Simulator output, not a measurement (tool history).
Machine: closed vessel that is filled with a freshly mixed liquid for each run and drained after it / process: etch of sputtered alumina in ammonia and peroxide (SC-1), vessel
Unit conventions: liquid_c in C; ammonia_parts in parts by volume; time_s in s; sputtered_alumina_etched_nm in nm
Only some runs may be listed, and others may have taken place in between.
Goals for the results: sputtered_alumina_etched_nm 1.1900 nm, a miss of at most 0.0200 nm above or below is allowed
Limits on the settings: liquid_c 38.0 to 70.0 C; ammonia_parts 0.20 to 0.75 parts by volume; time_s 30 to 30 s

run  hour  liquid_c  ammonia_parts  time_s  sputtered_alumina_etched_nm
  1   0.0      54.0           0.45      30                       2.1770
  2   6.3      54.0           0.35      30                       2.1264
  3  10.3      51.5           0.35      30                       1.8641
  4  12.9      49.5           0.35      30                       1.6621
  5  21.4      48.0           0.35      30                       1.5322
  6  23.6      51.5           0.35      30                       1.8744
  7  26.7      49.5           0.35      30                       1.6612
  8  31.8      48.0           0.35      30                       1.5439
  9  40.0      47.0           0.35      30                       1.4582
 10  48.1      42.5           0.35      30                       1.1271
 11  54.6      43.0           0.35      30                       1.1513

Which single option among these 5 for the next run brings every result within its allowed miss of target? Just one does.
  A  61.1      42.0           0.35      30                            ?
  B  61.1      44.0           0.25      30                            ?
  C  61.1      42.5           0.25      30                            ?
  D  61.1      42.5           0.35      30                            ?
  E  61.1      41.5           0.50      30                            ?

move  sputtered_alumina_etched_nm
   A                       1.0852
   B                       1.1796
   C                       1.0818
   D                       1.1172
   E                       1.0905
A: its largest miss is bigger than the last run's
B: in spec on every target
C: its largest miss is bigger than the last run's
D: its largest miss is bigger than the last run's
E: its largest miss is bigger than the last run's
Answer: B
